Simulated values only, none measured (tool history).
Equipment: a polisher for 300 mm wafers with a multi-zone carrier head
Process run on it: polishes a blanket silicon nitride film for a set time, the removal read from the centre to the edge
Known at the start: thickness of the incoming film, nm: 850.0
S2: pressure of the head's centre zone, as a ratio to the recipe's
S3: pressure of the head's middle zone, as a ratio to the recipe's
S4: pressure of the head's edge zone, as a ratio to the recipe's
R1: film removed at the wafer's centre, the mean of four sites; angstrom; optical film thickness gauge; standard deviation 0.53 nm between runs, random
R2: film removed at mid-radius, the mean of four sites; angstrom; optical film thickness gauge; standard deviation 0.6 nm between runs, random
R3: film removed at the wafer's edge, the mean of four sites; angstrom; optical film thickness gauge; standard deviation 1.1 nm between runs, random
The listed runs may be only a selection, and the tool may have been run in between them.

{"run": 1, "hour": 0.0, "flow of slurry (ml/min)": 170, "S2": 1, "S3": 1, "S4": 1, "polishing time (s)": 46, "R1": 960.86, "R2": 941.27, "R3": 922.63}
{"run": 2, "hour": 8.1, "flow of slurry (ml/min)": 165, "S2": 0.97, "S3": 0.98, "S4": 0.98, "polishing time (s)": 45, "R1": 908.3, "R2": 903.37, "R3": 861.82}
{"run": 3, "hour": 11.3, "flow of slurry (ml/min)": 165, "S2": 1.05, "S3": 0.98, "S4": 0.98, "polishing time (s)": 45, "R1": 979.95, "R2": 913.54, "R3": 864.12}
{"run": 4, "hour": 18.0, "flow of slurry (ml/min)": 190, "S2": 1.05, "S3": 0.98, "S4": 0.98, "polishing time (s)": 45, "R1": 1004.9, "R2": 919.08, "R3": 905.59}
{"run": 5, "hour": 19.1, "flow of slurry (ml/min)": 190, "S2": 1.05, "S3": 0.98, "S4": 0.95, "polishing time (s)": 45, "R1": 1001.2, "R2": 920.35, "R3": 898.86}
{"run": 6, "hour": 25.7, "flow of slurry (ml/min)": 190, "S2": 1.05, "S3": 0.98, "S4": 0.89, "polishing time (s)": 45, "R1": 1008.8, "R2": 927.73, "R3": 853.08}
{"run": 7, "hour": 32.9, "flow of slurry (ml/min)": 180, "S2": 1.01, "S3": 0.96, "S4": 0.91, "polishing time (s)": 44, "R1": 932.89, "R2": 892.25, "R3": 850.87}

Estimate the outcome of run 8 from the log above:
{"run": 8, "hour": 36.0, "flow of slurry (ml/min)": 130, "S2": 0.91, "S3": 0.86, "S4": 0.83, "polishing time (s)": 40, "R1": "?", "R2": "?", "R3": "?"}

Run 8 yielded R1 725.68 angstrom, R2 705.69 angstrom, R3 731.74 angstrom.
